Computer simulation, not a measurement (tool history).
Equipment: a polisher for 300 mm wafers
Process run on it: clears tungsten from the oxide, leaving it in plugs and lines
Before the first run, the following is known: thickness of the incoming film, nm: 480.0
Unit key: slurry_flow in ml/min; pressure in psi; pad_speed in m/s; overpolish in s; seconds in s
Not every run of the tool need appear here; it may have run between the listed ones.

run,hour,slurry_flow,pressure,pad_speed,slurry_solids,overpolish,seconds
1,0.0,175,2.8,1.16,1.0,8,135.29
2,4.6,175,3.4,1.16,1.0,8,112.60
3,5.5,175,3.0,1.08,1.0,8,134.32
4,11.9,175,3.0,1.08,0.8,8,143.18
5,15.6,175,2.7,1.02,0.8,8,161.76
6,20.8,175,2.7,1.02,0.8,8,159.42
7,29.2,175,2.4,0.94,0.8,8,194.99
8,33.1,175,2.4,0.94,0.8,8,194.42
9,41.6,175,2.2,0.90,0.8,8,212.19
10,44.1,175,2.0,0.86,0.8,8,239.23
11,46.6,175,1.9,0.84,0.8,8,260.13

Forecast run 12:
12,51.4,175,1.8,0.84,0.8,8,?

seconds: 268.41 s

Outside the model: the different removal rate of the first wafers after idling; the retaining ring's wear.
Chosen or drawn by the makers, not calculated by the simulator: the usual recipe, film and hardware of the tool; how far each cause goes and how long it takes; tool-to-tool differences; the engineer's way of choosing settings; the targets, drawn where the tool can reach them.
